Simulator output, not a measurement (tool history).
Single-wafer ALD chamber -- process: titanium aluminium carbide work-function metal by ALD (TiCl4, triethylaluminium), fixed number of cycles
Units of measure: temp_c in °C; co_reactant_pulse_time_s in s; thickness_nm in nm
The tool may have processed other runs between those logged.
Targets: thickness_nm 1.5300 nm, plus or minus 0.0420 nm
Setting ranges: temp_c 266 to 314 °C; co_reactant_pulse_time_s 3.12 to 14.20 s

run  hour  temp_c  co_reactant_pulse_time_s  thickness_nm
  1   0.0     290                      8.66        1.8313
  2   8.1     284                      7.40        1.7164
  3  13.4     284                      5.10        1.6046
  4  19.3     292                      5.10        1.6850
  5  23.9     301                      5.10        1.7167
  6  30.8     301                      7.19        1.8648
  7  39.7     295                      6.41        1.7889
  8  42.6     290                      5.84        1.6928
  9  49.3     290                      5.84        1.6923
 10  54.3     287                      5.43        1.6560
 11  59.5     284                      5.07        1.6172
 12  68.3     282                      4.81        1.5809

Consider the 5 candidate settings below. Which is the only one whose results all fall within their allowed miss of target?
  A  77.1     287                      5.04             ?
  B  77.1     273                      6.67             ?
  C  77.1     278                      6.11             ?
  D  77.1     282                      5.81             ?
  E  77.1     283                      4.45             ?

move  thickness_nm
   A        1.6243
   B        1.6248
   C        1.6322
   D        1.6431
   E        1.5474
A: lands further from the targets than the last run did
B: lands further from the targets than the last run did
C: lands further from the targets than the last run did
D: lands further from the targets than the last run did
E: all results in spec
Go with E: it meets all targets.
